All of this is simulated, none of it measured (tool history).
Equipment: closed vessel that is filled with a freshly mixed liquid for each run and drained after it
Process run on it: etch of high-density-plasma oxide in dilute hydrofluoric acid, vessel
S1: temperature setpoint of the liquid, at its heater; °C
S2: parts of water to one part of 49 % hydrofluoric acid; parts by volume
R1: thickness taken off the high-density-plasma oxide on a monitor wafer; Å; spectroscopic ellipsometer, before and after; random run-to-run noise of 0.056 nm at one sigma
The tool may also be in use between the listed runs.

Run 1, day 0.000: S1 26.0 °C, S2 80 parts by volume, time in the liquid (s) 95. Result: R1 73.084 Å.
Run 2, day 0.367: S1 29.0 °C, S2 80 parts by volume, time in the liquid (s) 95. Result: R1 82.252 Å.
Run 3, day 0.450: S1 29.0 °C, S2 80 parts by volume, time in the liquid (s) 75. Result: R1 65.284 Å.
Run 4, day 0.508: S1 29.0 °C, S2 80 parts by volume, time in the liquid (s) 75. Result: R1 65.220 Å.
Run 5, day 0.879: S1 29.5 °C, S2 80 parts by volume, time in the liquid (s) 75. Result: R1 65.975 Å.
Run 6, day 0.912: S1 29.5 °C, S2 80 parts by volume, time in the liquid (s) 75. Result: R1 65.376 Å.

What will run 7 give?
Run 7, day 1.133: S1 30.5 °C, S2 70 parts by volume, time in the liquid (s) 75. Result: R1 ?.

Run 7 measured R1 78.492 Å.

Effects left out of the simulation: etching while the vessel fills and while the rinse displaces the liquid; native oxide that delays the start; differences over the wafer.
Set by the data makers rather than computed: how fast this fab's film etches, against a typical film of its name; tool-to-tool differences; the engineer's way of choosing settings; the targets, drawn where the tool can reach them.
